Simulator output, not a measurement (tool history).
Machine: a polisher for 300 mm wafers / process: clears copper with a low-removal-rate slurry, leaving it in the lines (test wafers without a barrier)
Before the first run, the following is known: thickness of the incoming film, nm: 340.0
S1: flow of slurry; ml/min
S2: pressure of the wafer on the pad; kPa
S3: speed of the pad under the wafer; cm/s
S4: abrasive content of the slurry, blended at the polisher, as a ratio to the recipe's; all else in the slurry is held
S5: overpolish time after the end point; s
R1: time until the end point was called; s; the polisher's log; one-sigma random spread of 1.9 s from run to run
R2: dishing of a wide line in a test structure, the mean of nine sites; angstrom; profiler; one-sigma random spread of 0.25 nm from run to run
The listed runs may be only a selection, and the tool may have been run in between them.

run	hour	S1	S2	S3	S4	S5	R1	R2
1	0	140	17.2	88	1	16	165.28	219.91
2	7.4	140	17.2	88	1	21	166.66	265.38
3	13.4	135	16.5	88	1	20	173.38	242.06
4	16.2	130	15.9	88	1	20	182.01	241.1
5	24	130	15.2	88	1	19	189.87	218.31
6	24.6	130	14.5	88	1	19	198.44	218.61
7	26.1	130	13.8	88	1	18	211.28	197.78
8	34.4	125	13.1	88	1	17	220.98	181.29

Forecast run 9:
9	36.8	120	13.1	88	1	17	?	?

{"run 9": {"R1": 219.04, "R2": 180.87}}

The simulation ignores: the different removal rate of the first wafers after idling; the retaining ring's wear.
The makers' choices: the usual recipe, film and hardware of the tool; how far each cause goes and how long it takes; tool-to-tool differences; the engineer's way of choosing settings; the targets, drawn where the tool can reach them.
